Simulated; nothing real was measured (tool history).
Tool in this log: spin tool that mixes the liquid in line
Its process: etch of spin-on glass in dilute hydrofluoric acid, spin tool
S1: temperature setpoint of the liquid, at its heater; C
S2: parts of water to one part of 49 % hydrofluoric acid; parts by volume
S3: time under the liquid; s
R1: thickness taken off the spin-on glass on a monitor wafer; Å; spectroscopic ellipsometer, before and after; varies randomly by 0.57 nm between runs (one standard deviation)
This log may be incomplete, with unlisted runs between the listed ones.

Run 1, hour 0.0: S1 24.0 C, S2 180 parts by volume, S3 290 s. Result: R1 513.32 Å.
Run 2, hour 4.0: S1 24.0 C, S2 180 parts by volume, S3 290 s. Result: R1 514.42 Å.
Run 3, hour 9.5: S1 25.5 C, S2 160 parts by volume, S3 290 s. Result: R1 628.15 Å.
Run 4, hour 13.4: S1 24.0 C, S2 160 parts by volume, S3 290 s. Result: R1 595.15 Å.
Run 5, hour 16.1: S1 24.0 C, S2 160 parts by volume, S3 315 s. Result: R1 644.10 Å.
Run 6, hour 18.3: S1 24.0 C, S2 160 parts by volume, S3 315 s. Result: R1 642.35 Å.
Run 7, hour 26.7: S1 25.5 C, S2 145 parts by volume, S3 315 s. Result: R1 765.76 Å.
Run 8, hour 35.4: S1 26.5 C, S2 135 parts by volume, S3 315 s. Result: R1 864.38 Å.

Run 9 comes next. What will it give?
Run 9, hour 40.4: S1 27.5 C, S2 125 parts by volume, S3 315 s. Result: R1 ?.

Run 9 came out at R1 984.08 Å.
